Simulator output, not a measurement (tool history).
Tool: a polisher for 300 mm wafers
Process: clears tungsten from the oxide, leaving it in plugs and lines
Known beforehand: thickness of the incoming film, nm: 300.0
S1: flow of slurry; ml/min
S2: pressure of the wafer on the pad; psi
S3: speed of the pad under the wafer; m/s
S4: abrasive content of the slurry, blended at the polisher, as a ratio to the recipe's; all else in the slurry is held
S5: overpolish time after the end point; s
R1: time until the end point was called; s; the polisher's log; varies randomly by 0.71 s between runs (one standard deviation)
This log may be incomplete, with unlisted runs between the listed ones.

| run | hour | S1 | S2 | S3 | S4 | S5 | R1 |
|---|---|---|---|---|---|---|---|
| 1 | 0 | 165 | 3.1 | 0.92 | 1 | 11 | 120.21 |
| 2 | 5.7 | 165 | 3.8 | 0.92 | 1 | 11 | 98.008 |
| 3 | 9.3 | 170 | 4.1 | 0.92 | 1 | 11 | 90.972 |
| 4 | 11.8 | 170 | 4.1 | 0.92 | 1.15 | 11 | 89.49 |
| 5 | 20.7 | 170 | 4.5 | 0.92 | 1.15 | 11 | 81.585 |
| 6 | 26.1 | 175 | 4.6 | 0.92 | 1.15 | 11 | 80.436 |

Run 7, settings as shown, results not yet in. Your forecast:
| 7 | 31.7 | 175 | 4.7 | 0.92 | 1.15 | 11 | ? |

For run 7 the tool returned R1 80.037 s.
